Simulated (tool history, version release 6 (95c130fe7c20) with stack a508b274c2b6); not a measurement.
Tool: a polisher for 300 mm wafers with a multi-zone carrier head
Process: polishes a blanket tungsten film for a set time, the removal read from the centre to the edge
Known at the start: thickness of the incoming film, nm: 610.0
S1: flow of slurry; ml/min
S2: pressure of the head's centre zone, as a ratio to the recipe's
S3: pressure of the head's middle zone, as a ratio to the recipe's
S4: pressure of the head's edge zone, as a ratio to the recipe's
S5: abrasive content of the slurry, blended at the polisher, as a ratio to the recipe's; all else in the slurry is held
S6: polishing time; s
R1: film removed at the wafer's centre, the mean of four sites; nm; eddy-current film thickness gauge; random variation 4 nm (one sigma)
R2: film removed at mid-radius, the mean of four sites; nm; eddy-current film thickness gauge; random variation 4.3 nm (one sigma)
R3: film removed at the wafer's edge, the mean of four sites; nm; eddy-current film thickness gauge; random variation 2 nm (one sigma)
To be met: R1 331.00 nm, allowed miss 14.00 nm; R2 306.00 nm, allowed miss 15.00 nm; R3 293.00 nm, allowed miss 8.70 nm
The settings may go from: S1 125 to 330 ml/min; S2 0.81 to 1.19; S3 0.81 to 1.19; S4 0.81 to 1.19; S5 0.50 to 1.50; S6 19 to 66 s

{"run": 1, "hour": 0.0, "S1": 210, "S2": 1.0, "S3": 1.0, "S4": 1.0, "S5": 1.0, "S6": 42, "R1": 261.86, "R2": 256.82, "R3": 258.09}
{"run": 2, "hour": 3.4, "S1": 215, "S2": 1.02, "S3": 1.01, "S4": 1.01, "S5": 1.05, "S6": 42, "R1": 269.98, "R2": 257.45, "R3": 265.4}
{"run": 3, "hour": 10.9, "S1": 215, "S2": 0.99, "S3": 1.01, "S4": 1.01, "S5": 1.05, "S6": 42, "R1": 258.9, "R2": 266.96, "R3": 263.91}
{"run": 4, "hour": 15.7, "S1": 220, "S2": 1.01, "S3": 1.02, "S4": 1.01, "S5": 1.05, "S6": 42, "R1": 260.32, "R2": 269.54, "R3": 267.04}
{"run": 5, "hour": 17.3, "S1": 220, "S2": 1.01, "S3": 1.02, "S4": 1.01, "S5": 1.05, "S6": 37, "R1": 236.49, "R2": 232.14, "R3": 236.27}
{"run": 6, "hour": 20.1, "S1": 225, "S2": 1.03, "S3": 1.03, "S4": 1.0, "S5": 1.1, "S6": 38, "R1": 256.97, "R2": 243.83, "R3": 244.99}
{"run": 7, "hour": 26.5, "S1": 265, "S2": 1.12, "S3": 1.13, "S4": 1.1, "S5": 1.35, "S6": 39, "R1": 308.49, "R2": 301.47, "R3": 283.57}
{"run": 8, "hour": 34.3, "S1": 270, "S2": 1.13, "S3": 1.13, "S4": 1.1, "S5": 1.35, "S6": 39, "R1": 311.83, "R2": 301.32, "R3": 281.55}

Which of these 5 next moves meets every target?
{"run": "A", "hour": 42.1, "S1": 275, "S2": 1.19, "S3": 1.16, "S4": 1.08, "S5": 1.35, "S6": 38, "R1": "?", "R2": "?", "R3": "?"}
{"run": "B", "hour": 42.1, "S1": 275, "S2": 1.08, "S3": 1.17, "S4": 1.1, "S5": 1.45, "S6": 37, "R1": "?", "R2": "?", "R3": "?"}
{"run": "C", "hour": 42.1, "S1": 290, "S2": 1.18, "S3": 1.19, "S4": 1.0, "S5": 1.45, "S6": 38, "R1": "?", "R2": "?", "R3": "?"}
{"run": "D", "hour": 42.1, "S1": 235, "S2": 1.19, "S3": 1.15, "S4": 1.0, "S5": 1.15, "S6": 42, "R1": "?", "R2": "?", "R3": "?"}
{"run": "E", "hour": 42.1, "S1": 245, "S2": 1.17, "S3": 1.11, "S4": 1.08, "S5": 1.5, "S6": 39, "R1": "?", "R2": "?", "R3": "?"}

move=A R1=321.74 R2=298.77 R3=274.13
move=B R1=290.81 R2=300.11 R3=275.67
move=C R1=328.09 R2=313.97 R3=270.88
move=D R1=332.32 R2=306.79 R3=273.95
move=E R1=332.26 R2=302.62 R3=289.23
A: brings the result that was furthest off to its target, and leaves another outside
B: further off than the last run
C: brings the result that was furthest off to its target, and leaves another outside
D: brings the result that was furthest off to its target, and leaves another outside
E: meets every target
Answer: E
